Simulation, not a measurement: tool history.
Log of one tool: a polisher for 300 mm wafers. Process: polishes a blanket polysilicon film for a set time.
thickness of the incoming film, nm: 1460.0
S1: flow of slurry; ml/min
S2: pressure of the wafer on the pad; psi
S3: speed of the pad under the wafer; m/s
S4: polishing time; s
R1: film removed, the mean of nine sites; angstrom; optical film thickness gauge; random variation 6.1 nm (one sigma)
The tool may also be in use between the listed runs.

run 1 hour=0 | S1=225 S2=2.7 S3=1.02 S4=45 | R1=3698.4
run 2 hour=6.5 | S1=225 S2=2.8 S3=1.02 S4=45 | R1=3850.3
run 3 hour=14.1 | S1=225 S2=2.8 S3=1.02 S4=45 | R1=3826.6
run 4 hour=16.1 | S1=225 S2=2.8 S3=1.02 S4=41 | R1=3486.8
run 5 hour=22.8 | S1=225 S2=2.9 S3=1.02 S4=41 | R1=3739.5
run 6 hour=29.8 | S1=225 S2=2.9 S3=1.02 S4=45 | R1=4004.5
run 7 hour=36.3 | S1=225 S2=3 S3=1.02 S4=45 | R1=4183.2

Run 8 comes next. What will it give?
run 8 hour=40.4 | S1=225 S2=3.1 S3=1.02 S4=45 | R1=?

{"run 8": {"R1": 4260.1}}
